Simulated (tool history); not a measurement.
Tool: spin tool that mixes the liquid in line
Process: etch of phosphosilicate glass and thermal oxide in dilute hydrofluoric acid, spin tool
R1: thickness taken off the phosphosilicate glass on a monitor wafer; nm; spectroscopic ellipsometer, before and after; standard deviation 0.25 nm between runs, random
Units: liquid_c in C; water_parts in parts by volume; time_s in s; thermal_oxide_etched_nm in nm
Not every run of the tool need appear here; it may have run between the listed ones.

run 1 day=0 | liquid_c=23 water_parts=85 time_s=55 | R1=43.137 thermal_oxide_etched_nm=3.0923
run 2 day=0.229 | liquid_c=23 water_parts=95 time_s=55 | R1=38.108 thermal_oxide_etched_nm=2.7298
run 3 day=0.533 | liquid_c=22 water_parts=95 time_s=55 | R1=36.191 thermal_oxide_etched_nm=2.5913
run 4 day=0.771 | liquid_c=22 water_parts=125 time_s=55 | R1=26.109 thermal_oxide_etched_nm=1.8903
run 5 day=0.954 | liquid_c=25 water_parts=125 time_s=55 | R1=30.59 thermal_oxide_etched_nm=2.1524
run 6 day=1.225 | liquid_c=25 water_parts=150 time_s=55 | R1=24.346 thermal_oxide_etched_nm=1.7107
run 7 day=1.488 | liquid_c=25.5 water_parts=150 time_s=55 | R1=24.599 thermal_oxide_etched_nm=1.7567
run 8 day=1.796 | liquid_c=26 water_parts=150 time_s=55 | R1=25.227 thermal_oxide_etched_nm=1.8176

What does the tool deliver on the next run?
run 9 day=2.029 | liquid_c=26.5 water_parts=150 time_s=55 | R1=? thermal_oxide_etched_nm=?

R1: 25.36 nm
thermal_oxide_etched_nm: 1.8419 nm

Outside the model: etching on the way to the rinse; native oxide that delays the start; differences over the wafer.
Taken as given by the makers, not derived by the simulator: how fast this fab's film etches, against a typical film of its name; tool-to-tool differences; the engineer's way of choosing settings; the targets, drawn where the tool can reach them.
